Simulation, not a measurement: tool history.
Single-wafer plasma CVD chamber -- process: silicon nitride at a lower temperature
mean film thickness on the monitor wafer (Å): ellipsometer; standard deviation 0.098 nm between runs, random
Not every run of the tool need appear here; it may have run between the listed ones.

run	hour	heater temperature setpoint (°C)	chamber pressure (Torr)	RF power (kW)	deposition time (s)	mean film thickness on the monitor wafer (Å)
1	0	350	1.95	0.355	15.8	231.98
2	7.7	340	1.95	0.355	15.8	232.89
3	11.2	330	1.95	0.355	15.8	233.72
4	14.5	330	1.74	0.355	15.8	223
5	21.9	330	1.53	0.355	15.8	212.77
6	22.6	330	1.53	0.385	15.8	227.61
7	27.9	330	1.72	0.39	15.8	240.79
8	34.9	330	1.84	0.39	15.8	245.48

Run 9 is up next; what results do you expect?
9	41.9	330	1.95	0.39	15.8	?

{"run 9": {"mean film thickness on the monitor wafer (Å)": 250.78}}

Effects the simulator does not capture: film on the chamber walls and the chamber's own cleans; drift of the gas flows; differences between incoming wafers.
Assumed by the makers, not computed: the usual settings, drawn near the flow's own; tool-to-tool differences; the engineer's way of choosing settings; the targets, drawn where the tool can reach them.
